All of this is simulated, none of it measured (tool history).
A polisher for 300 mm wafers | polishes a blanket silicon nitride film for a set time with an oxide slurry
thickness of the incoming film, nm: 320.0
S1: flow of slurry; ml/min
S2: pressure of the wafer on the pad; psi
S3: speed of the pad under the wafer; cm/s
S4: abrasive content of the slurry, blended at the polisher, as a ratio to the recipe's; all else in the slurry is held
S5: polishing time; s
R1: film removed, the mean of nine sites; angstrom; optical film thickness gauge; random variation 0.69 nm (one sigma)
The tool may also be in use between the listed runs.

run,hour,S1,S2,S3,S4,S5,R1
1,0.0,175,3.0,98,1.0,58,320.54
2,1.0,175,3.0,98,1.0,58,328.70
3,4.3,175,2.7,98,1.0,58,294.81
4,7.9,175,2.7,114,1.0,58,329.12
5,8.5,140,2.7,114,1.0,58,324.25
6,9.3,140,2.4,114,1.0,58,276.48
7,17.2,145,2.7,114,1.0,58,319.39
8,26.1,145,2.9,114,1.0,58,347.29
9,32.6,145,3.1,114,1.0,58,364.72
10,39.0,150,3.3,114,1.0,58,400.87
11,40.1,150,3.4,114,1.0,58,409.34
12,49.0,150,3.5,114,1.0,58,413.12

Forecast run 13:
13,51.7,150,3.6,114,1.0,58,?

{"run 13": {"R1": 425.16}}

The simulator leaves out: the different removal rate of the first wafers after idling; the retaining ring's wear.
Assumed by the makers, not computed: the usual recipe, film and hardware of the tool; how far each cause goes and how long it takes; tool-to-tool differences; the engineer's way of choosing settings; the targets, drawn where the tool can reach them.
